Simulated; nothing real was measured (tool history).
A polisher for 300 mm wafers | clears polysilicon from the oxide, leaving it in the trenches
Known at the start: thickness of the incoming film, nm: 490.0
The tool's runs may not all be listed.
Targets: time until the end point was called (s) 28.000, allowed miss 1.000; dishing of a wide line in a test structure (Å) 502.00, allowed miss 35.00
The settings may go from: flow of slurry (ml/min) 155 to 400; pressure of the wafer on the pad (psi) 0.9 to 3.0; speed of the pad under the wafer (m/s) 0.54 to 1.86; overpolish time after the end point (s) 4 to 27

run  hour  flow of slurry (ml/min)  pressure of the wafer on the pad (psi)  speed of the pad under the wafer (m/s)  overpolish time after the end point (s)  time until the end point was called (s)  dishing of a wide line in a test structure (Å)
  1   0.0                      255                                     1.9                                    1.18                                       14                                   41.462                                          491.18
  2   1.8                      255                                     2.1                                    1.18                                       13                                   37.611                                          484.56
  3   5.2                      255                                     2.3                                    1.18                                       13                                   35.745                                          519.44
  4  11.1                      255                                     2.4                                    1.20                                       11                                   33.819                                          495.10
  5  18.0                      255                                     2.5                                    1.20                                       10                                   32.404                                          475.00
  6  19.1                      255                                     2.6                                    1.20                                       10                                   31.343                                          494.64
  7  23.4                      255                                     2.7                                    1.20                                       10                                   30.477                                          489.46
  8  31.4                      255                                     2.8                                    1.20                                       10                                   29.739                                          468.00
  9  39.0                      255                                     2.8                                    1.22                                       12                                   29.109                                          505.73

5 next moves are on the table. One of them brings every result within its allowed miss. Which?
  A  46.6                      310                                     3.0                                    1.20                                       11                                        ?                                               ?
  B  46.6                      245                                     2.8                                    1.18                                       15                                        ?                                               ?
  C  46.6                      255                                     2.3                                    1.36                                       15                                        ?                                               ?
  D  46.6                      225                                     2.7                                    1.18                                       12                                        ?                                               ?
  E  46.6                      300                                     2.6                                    1.22                                       11                                        ?                                               ?

move  time until the end point was called (s)  dishing of a wide line in a test structure (Å)
   A                                   27.827                                          497.62
   B                                   30.417                                          505.89
   C                                   31.814                                          504.64
   D                                   31.572                                          495.53
   E                                   31.015                                          491.34
A: meets every target
B: further off than the last run
C: further off than the last run
D: further off than the last run
E: further off than the last run
Move A is the one to make.
